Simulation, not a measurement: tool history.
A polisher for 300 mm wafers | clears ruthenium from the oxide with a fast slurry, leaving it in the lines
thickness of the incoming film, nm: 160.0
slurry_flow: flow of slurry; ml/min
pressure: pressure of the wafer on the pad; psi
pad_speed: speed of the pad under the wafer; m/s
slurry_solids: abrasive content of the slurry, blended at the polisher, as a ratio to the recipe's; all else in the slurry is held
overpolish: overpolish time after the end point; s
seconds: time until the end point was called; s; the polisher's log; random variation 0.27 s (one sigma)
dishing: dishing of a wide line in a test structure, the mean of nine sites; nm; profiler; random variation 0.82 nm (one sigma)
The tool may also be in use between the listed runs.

{"run": 1, "hour": 0.0, "slurry_flow": 155, "pressure": 2.3, "pad_speed": 1.28, "slurry_solids": 1.0, "overpolish": 22, "seconds": 47.111, "dishing": 56.02}
{"run": 2, "hour": 3.9, "slurry_flow": 155, "pressure": 2.3, "pad_speed": 1.02, "slurry_solids": 1.0, "overpolish": 22, "seconds": 57.565, "dishing": 47.33}
{"run": 3, "hour": 10.7, "slurry_flow": 155, "pressure": 2.3, "pad_speed": 1.02, "slurry_solids": 1.1, "overpolish": 22, "seconds": 55.804, "dishing": 47.411}
{"run": 4, "hour": 17.1, "slurry_flow": 160, "pressure": 2.5, "pad_speed": 1.04, "slurry_solids": 1.1, "overpolish": 21, "seconds": 50.994, "dishing": 49.405}
{"run": 5, "hour": 24.8, "slurry_flow": 165, "pressure": 2.6, "pad_speed": 1.08, "slurry_solids": 1.1, "overpolish": 20, "seconds": 47.775, "dishing": 49.456}
{"run": 6, "hour": 25.7, "slurry_flow": 165, "pressure": 2.7, "pad_speed": 1.12, "slurry_solids": 1.1, "overpolish": 19, "seconds": 46.335, "dishing": 51.041}
{"run": 7, "hour": 29.5, "slurry_flow": 165, "pressure": 2.8, "pad_speed": 1.16, "slurry_solids": 1.15, "overpolish": 18, "seconds": 43.032, "dishing": 49.757}
{"hour": 34.5, "done": "worn pad replaced by a new one"}
{"run": 8, "hour": 34.5, "slurry_flow": 170, "pressure": 2.9, "pad_speed": 1.2, "slurry_solids": 1.2, "overpolish": 17, "seconds": 36.697, "dishing": 55.349}
{"run": 9, "hour": 41.2, "slurry_flow": 175, "pressure": 3.0, "pad_speed": 1.22, "slurry_solids": 1.2, "overpolish": 16, "seconds": 35.477, "dishing": 53.215}

The next listed run, before its measurement:
{"run": 10, "hour": 43.5, "slurry_flow": 180, "pressure": 3.1, "pad_speed": 1.24, "slurry_solids": 1.2, "overpolish": 15, "seconds": "?", "dishing": "?"}

{"run 10": {"seconds": 33.633, "dishing": 51.495}}

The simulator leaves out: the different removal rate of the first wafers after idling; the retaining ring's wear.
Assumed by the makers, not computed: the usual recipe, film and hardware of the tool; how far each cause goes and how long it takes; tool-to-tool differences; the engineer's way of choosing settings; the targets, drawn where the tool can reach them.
